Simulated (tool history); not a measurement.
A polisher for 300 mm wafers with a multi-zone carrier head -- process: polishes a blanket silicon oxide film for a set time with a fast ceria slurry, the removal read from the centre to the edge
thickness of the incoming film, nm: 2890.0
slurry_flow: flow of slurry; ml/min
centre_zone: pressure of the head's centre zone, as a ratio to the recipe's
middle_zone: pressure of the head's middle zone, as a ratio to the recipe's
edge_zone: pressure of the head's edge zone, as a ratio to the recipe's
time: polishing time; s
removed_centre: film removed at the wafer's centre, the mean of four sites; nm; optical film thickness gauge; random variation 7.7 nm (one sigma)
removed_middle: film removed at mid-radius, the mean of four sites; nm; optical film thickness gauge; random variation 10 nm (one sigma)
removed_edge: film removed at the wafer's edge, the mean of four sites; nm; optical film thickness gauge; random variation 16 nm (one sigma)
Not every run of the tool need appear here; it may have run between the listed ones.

run 1 hour=0.0 | slurry_flow=145 centre_zone=1.00 middle_zone=1.00 edge_zone=1.00 time=57 | removed_centre=900.63 removed_middle=901.60 removed_edge=919.93
run 2 hour=2.2 | slurry_flow=145 centre_zone=1.00 middle_zone=0.94 edge_zone=1.00 time=57 | removed_centre=906.07 removed_middle=881.94 removed_edge=925.61
run 3 hour=5.0 | slurry_flow=180 centre_zone=1.00 middle_zone=0.94 edge_zone=1.00 time=57 | removed_centre=956.43 removed_middle=884.31 removed_edge=957.56
run 4 hour=5.7 | slurry_flow=180 centre_zone=0.98 middle_zone=0.95 edge_zone=1.05 time=61 | removed_centre=997.53 removed_middle=983.49 removed_edge=1012.80
run 5 hour=11.3 | slurry_flow=165 centre_zone=0.95 middle_zone=0.91 edge_zone=1.00 time=66 | removed_centre=1023.10 removed_middle=998.41 removed_edge=1089.00
run 6 hour=12.7 | slurry_flow=165 centre_zone=0.95 middle_zone=0.98 edge_zone=1.00 time=66 | removed_centre=1016.70 removed_middle=1092.80 removed_edge=1087.20
run 7 hour=19.1 | slurry_flow=205 centre_zone=0.91 middle_zone=0.91 edge_zone=1.10 time=71 | removed_centre=1102.40 removed_middle=1122.30 removed_edge=1283.20

What will run 8 give?
run 8 hour=21.7 | slurry_flow=205 centre_zone=0.91 middle_zone=0.91 edge_zone=1.11 time=71 | removed_centre=? removed_middle=? removed_edge=?

Run 8 produced removed_centre 1092.90 nm, removed_middle 1114.80 nm, removed_edge 1244.40 nm.
